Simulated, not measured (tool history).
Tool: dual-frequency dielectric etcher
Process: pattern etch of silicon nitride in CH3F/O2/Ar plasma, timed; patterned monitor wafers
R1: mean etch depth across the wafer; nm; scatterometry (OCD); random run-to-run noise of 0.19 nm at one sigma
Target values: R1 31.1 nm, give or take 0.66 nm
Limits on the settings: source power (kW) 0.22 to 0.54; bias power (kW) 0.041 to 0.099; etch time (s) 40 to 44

run 1 hour=0 | source_power_(kW)=0.38 bias_power_(kW)=0.07 etch_time_(s)=44 | R1=28.505
run 2 hour=3.8 | source_power_(kW)=0.39 bias_power_(kW)=0.071 etch_time_(s)=44 | R1=28.679
run 3 hour=9.9 | source_power_(kW)=0.39 bias_power_(kW)=0.062 etch_time_(s)=44 | R1=27.783
run 4 hour=15.7 | source_power_(kW)=0.39 bias_power_(kW)=0.067 etch_time_(s)=44 | R1=28.517
run 5 hour=24.4 | source_power_(kW)=0.39 bias_power_(kW)=0.067 etch_time_(s)=40 | R1=25.645
run 6 hour=27 | source_power_(kW)=0.35 bias_power_(kW)=0.067 etch_time_(s)=40 | R1=24.726
run 7 hour=29.9 | source_power_(kW)=0.38 bias_power_(kW)=0.068 etch_time_(s)=40 | R1=25.72
run 8 hour=34.8 | source_power_(kW)=0.41 bias_power_(kW)=0.069 etch_time_(s)=40 | R1=26.795
run 9 hour=38 | source_power_(kW)=0.43 bias_power_(kW)=0.07 etch_time_(s)=40 | R1=27.026
run 10 hour=39.5 | source_power_(kW)=0.45 bias_power_(kW)=0.073 etch_time_(s)=40 | R1=27.824

Of the 5 settings listed for the next run, only one would bring every result within its allowed miss of target. Which one?
run A hour=41 | source_power_(kW)=0.41 bias_power_(kW)=0.089 etch_time_(s)=41 | R1=?
run B hour=41 | source_power_(kW)=0.47 bias_power_(kW)=0.072 etch_time_(s)=42 | R1=?
run C hour=41 | source_power_(kW)=0.5 bias_power_(kW)=0.079 etch_time_(s)=42 | R1=?
run D hour=41 | source_power_(kW)=0.48 bias_power_(kW)=0.072 etch_time_(s)=41.5 | R1=?
run E hour=41 | source_power_(kW)=0.42 bias_power_(kW)=0.077 etch_time_(s)=43.5 | R1=?

move=A R1=29.221
move=B R1=29.664
move=C R1=31.189
move=D R1=29.551
move=E R1=29.981
A: nearer the targets than the last run, but a result is still out of spec
B: nearer the targets than the last run, but a result is still out of spec
C: hits every target within its allowed miss
D: nearer the targets than the last run, but a result is still out of spec
E: nearer the targets than the last run, but a result is still out of spec
The right move is C.
